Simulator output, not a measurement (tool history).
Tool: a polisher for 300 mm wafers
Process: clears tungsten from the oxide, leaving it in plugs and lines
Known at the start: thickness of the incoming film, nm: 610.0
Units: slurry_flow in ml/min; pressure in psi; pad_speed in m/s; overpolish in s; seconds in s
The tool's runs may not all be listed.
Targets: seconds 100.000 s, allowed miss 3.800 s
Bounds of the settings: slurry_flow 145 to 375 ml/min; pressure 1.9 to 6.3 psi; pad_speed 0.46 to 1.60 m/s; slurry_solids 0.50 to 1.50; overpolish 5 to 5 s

run,hour,slurry_flow,pressure,pad_speed,slurry_solids,overpolish,seconds
1,0.0,240,4.1,1.02,1.00,5,129.370
2,4.8,240,4.2,1.02,1.00,5,122.620
3,13.7,240,4.3,1.02,1.00,5,121.250
4,21.8,185,4.3,1.02,1.00,5,129.500
5,28.0,200,4.4,1.02,1.00,5,124.070
6,32.7,200,3.8,1.02,1.00,5,141.770
7,37.6,210,4.0,1.02,1.00,5,133.280
8,44.8,220,4.1,1.02,1.00,5,129.760
9,49.4,230,4.2,1.02,1.00,5,126.340
10,56.1,235,4.3,1.02,1.00,5,123.170
11,62.5,235,4.3,1.02,1.00,5,123.700
12,71.0,240,4.4,1.02,1.00,5,116.690
13,74.9,285,4.9,1.02,1.00,5,105.650
14,76.4,290,5.0,1.02,1.00,5,104.710

Which of these 4 next moves meets every target?
A,77.9,315,5.5,1.02,1.00,5,?
B,77.9,285,4.9,0.98,0.95,5,?
C,77.9,350,5.5,0.94,1.00,5,?
D,77.9,290,4.8,1.16,1.10,5,?

move,seconds
A,94.732
B,112.860
C,101.660
D,93.622
A: takes the result that was furthest off past its target
B: further off than the last run
C: meets every target
D: takes the result that was furthest off past its target
Move C is the one to make.

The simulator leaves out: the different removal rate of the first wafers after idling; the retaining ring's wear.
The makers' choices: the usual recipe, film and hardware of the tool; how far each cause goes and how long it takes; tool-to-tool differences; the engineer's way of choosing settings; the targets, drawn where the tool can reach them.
